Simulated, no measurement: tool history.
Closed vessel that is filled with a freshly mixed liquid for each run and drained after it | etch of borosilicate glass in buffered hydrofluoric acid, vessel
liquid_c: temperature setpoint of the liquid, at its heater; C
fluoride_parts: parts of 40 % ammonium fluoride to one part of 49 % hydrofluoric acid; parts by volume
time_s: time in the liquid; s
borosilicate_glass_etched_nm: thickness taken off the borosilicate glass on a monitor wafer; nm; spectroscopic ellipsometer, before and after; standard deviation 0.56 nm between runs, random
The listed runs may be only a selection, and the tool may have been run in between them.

{"run": 1, "hour": 0.0, "liquid_c": 21.0, "fluoride_parts": 9.5, "time_s": 95, "borosilicate_glass_etched_nm": 101.99}
{"run": 2, "hour": 1.8, "liquid_c": 21.0, "fluoride_parts": 7.0, "time_s": 95, "borosilicate_glass_etched_nm": 139.04}
{"run": 3, "hour": 9.1, "liquid_c": 20.0, "fluoride_parts": 8.0, "time_s": 95, "borosilicate_glass_etched_nm": 113.89}
{"run": 4, "hour": 16.7, "liquid_c": 19.5, "fluoride_parts": 9.0, "time_s": 95, "borosilicate_glass_etched_nm": 97.779}
{"run": 5, "hour": 25.0, "liquid_c": 19.0, "fluoride_parts": 9.5, "time_s": 95, "borosilicate_glass_etched_nm": 91.328}
{"run": 6, "hour": 28.3, "liquid_c": 19.0, "fluoride_parts": 7.5, "time_s": 95, "borosilicate_glass_etched_nm": 116.0}

Estimate the outcome of run 7 from the log above:
{"run": 7, "hour": 31.4, "liquid_c": 17.0, "fluoride_parts": 10.5, "time_s": 95, "borosilicate_glass_etched_nm": "?"}

borosilicate_glass_etched_nm: 75.835 nm
